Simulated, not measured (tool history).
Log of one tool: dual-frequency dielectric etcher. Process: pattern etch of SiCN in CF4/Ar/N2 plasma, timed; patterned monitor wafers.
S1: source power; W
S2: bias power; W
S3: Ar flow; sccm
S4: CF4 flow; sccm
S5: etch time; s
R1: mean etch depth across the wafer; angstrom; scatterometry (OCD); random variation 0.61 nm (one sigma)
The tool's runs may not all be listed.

run 1 hour=0 | S1=460 S2=98 S3=116 S4=46 S5=110 | R1=1011
run 2 hour=6.6 | S1=440 S2=98 S3=116 S4=46 S5=110 | R1=970.74
run 3 hour=7.2 | S1=430 S2=98 S3=116 S4=46 S5=110 | R1=959.38
run 4 hour=14.4 | S1=430 S2=98 S3=116 S4=51 S5=110 | R1=972.33
run 5 hour=19.9 | S1=460 S2=98 S3=116 S4=51 S5=110 | R1=1041.3
run 6 hour=26.2 | S1=460 S2=98 S3=116 S4=44 S5=110 | R1=1003.9
run 7 hour=33.4 | S1=450 S2=98 S3=116 S4=44 S5=110 | R1=990.03
run 8 hour=35 | S1=440 S2=98 S3=116 S4=44 S5=110 | R1=972.4

The next listed run, before its measurement:
run 9 hour=41.6 | S1=430 S2=98 S3=116 S4=44 S5=110 | R1=?

Run 9 gave R1 950.22 angstrom.

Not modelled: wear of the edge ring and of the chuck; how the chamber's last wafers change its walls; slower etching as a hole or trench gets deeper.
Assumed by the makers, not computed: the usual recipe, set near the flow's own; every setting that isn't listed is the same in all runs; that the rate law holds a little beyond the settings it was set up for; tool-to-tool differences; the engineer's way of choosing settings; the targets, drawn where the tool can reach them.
